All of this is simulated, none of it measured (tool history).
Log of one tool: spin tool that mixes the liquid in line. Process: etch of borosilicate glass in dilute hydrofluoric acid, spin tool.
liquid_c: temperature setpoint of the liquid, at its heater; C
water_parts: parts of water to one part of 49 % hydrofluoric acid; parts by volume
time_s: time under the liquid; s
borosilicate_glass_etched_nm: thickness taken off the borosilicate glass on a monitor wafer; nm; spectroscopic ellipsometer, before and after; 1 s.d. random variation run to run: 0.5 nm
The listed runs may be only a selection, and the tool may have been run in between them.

run 1 hour=0.0 | liquid_c=21.0 water_parts=55 time_s=50 | borosilicate_glass_etched_nm=30.912
run 2 hour=8.0 | liquid_c=23.0 water_parts=50 time_s=50 | borosilicate_glass_etched_nm=37.182
run 3 hour=13.5 | liquid_c=23.0 water_parts=65 time_s=50 | borosilicate_glass_etched_nm=28.450
run 4 hour=20.5 | liquid_c=24.5 water_parts=60 time_s=50 | borosilicate_glass_etched_nm=32.773
-- hour=25.3 hydrofluoric acid flow meter replaced
run 5 hour=25.3 | liquid_c=25.5 water_parts=55 time_s=50 | borosilicate_glass_etched_nm=34.649
run 6 hour=32.1 | liquid_c=27.5 water_parts=55 time_s=50 | borosilicate_glass_etched_nm=37.231
run 7 hour=36.9 | liquid_c=28.0 water_parts=50 time_s=50 | borosilicate_glass_etched_nm=43.176
run 8 hour=44.9 | liquid_c=28.0 water_parts=45 time_s=50 | borosilicate_glass_etched_nm=47.077
run 9 hour=47.3 | liquid_c=29.0 water_parts=35 time_s=50 | borosilicate_glass_etched_nm=63.328

Expected results for the next run?
run 10 hour=48.9 | liquid_c=28.0 water_parts=35 time_s=50 | borosilicate_glass_etched_nm=?

Logged for run 10: borosilicate_glass_etched_nm 60.616 nm.
